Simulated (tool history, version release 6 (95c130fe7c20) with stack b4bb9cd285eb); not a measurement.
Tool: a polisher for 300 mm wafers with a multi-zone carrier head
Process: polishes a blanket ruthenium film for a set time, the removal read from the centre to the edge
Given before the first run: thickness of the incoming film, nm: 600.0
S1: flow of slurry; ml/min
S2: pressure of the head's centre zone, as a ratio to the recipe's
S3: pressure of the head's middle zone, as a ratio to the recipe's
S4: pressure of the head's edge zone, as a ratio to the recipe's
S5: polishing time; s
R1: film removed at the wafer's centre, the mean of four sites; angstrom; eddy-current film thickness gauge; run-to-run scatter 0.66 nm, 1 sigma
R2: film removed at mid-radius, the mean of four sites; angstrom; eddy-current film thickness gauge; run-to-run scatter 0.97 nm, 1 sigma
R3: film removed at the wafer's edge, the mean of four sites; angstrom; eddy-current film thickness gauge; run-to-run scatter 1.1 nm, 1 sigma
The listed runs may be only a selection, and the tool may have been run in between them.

| run | day | S1 | S2 | S3 | S4 | S5 | R1 | R2 | R3 |
|---|---|---|---|---|---|---|---|---|---|
| 1 | 0 | 140 | 1 | 1 | 1 | 63 | 675.47 | 667.53 | 681.84 |
| 2 | 0.296 | 145 | 1 | 1.01 | 1.02 | 64 | 699.79 | 689.79 | 688.46 |
| 3 | 0.492 | 145 | 0.99 | 1.01 | 1.02 | 65 | 695.18 | 722.92 | 707 |
| 4 | 0.704 | 145 | 1.04 | 1.01 | 1.02 | 65 | 735.29 | 713.27 | 714.41 |
| 5 | 0.988 | 150 | 1.04 | 1.01 | 1.04 | 66 | 743.16 | 721.51 | 723.88 |
| 6 | 1.088 | 150 | 1.04 | 1.01 | 1.05 | 67 | 760.43 | 725.37 | 764.46 |
| 7 | 1.288 | 155 | 1.04 | 1.02 | 1.06 | 67 | 765.09 | 747.67 | 755.64 |

What will run 8 give?
| 8 | 1.454 | 160 | 1.04 | 1.02 | 1.07 | 67 | ? | ? | ? |

{"run 8": {"R1": 764.3, "R2": 750.12, "R3": 759.69}}

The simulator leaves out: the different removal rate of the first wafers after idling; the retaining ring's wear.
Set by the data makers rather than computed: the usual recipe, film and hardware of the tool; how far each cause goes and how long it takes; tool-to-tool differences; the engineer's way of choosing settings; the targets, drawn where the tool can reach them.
